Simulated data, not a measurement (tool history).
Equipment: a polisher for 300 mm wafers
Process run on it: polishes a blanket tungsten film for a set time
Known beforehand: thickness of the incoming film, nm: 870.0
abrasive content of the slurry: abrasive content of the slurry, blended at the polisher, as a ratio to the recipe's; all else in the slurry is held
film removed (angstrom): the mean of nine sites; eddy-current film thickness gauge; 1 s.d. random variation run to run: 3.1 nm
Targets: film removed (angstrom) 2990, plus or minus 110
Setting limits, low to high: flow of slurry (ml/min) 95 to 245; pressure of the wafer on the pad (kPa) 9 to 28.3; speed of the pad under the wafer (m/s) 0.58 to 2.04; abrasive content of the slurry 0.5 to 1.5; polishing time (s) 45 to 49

run  hour  flow of slurry (ml/min)  pressure of the wafer on the pad (kPa)  speed of the pad under the wafer (m/s)  abrasive content of the slurry  polishing time (s)  film removed (angstrom)
  1     0                      155                                    18.6                                     1.3                               1                  49                   1728.6
  2   2.4                      155                                    18.6                                     1.3                            1.15                  49                   1828.9
  3   6.1                      160                                    21.4                                     1.3                            1.15                  49                   1970.1
  4     7                      160                                    23.4                                    1.38                            1.15                  49                   2230.1
  5  11.3                      160                                    23.4                                    1.38                            1.15                  45                   2082.6
  6  19.3                      160                                    23.4                                    1.38                            1.15                  45                   2086.9
  7  23.6                      160                                    24.8                                    1.46                            1.15                  45                   2295.7
  8  30.1                      180                                    28.3                                    1.62                            1.15                  45                   2796.7
  9  33.6                      180                                    28.3                                    1.66                            1.15                  45                   2884.1
 10  41.3                      180                                    28.3                                    1.68                            1.15                  45                     2835

5 candidate next runs follow, results not yet known. Just one meets every target within its allowed miss. Identify it.
  A    49                      195                                    28.3                                    1.76                               1                  47                        ?
  B    49                      150                                    26.2                                     1.7                             1.1                  45                        ?
  C    49                      180                                    28.3                                    1.64                            1.05                  45                        ?
  D    49                      165                                    27.6                                    1.48                             1.1                  45                        ?
  E    49                      190                                    26.9                                    1.58                             1.1                  45                        ?

move  film removed (angstrom)
   A                   3009.4
   B                   2625.4
   C                   2723.1
   D                   2453.8
   E                   2590.2
A: each result inside its tolerance
B: the biggest miss grows against the last run
C: the biggest miss grows against the last run
D: the biggest miss grows against the last run
E: the biggest miss grows against the last run
The move that meets every target is A.
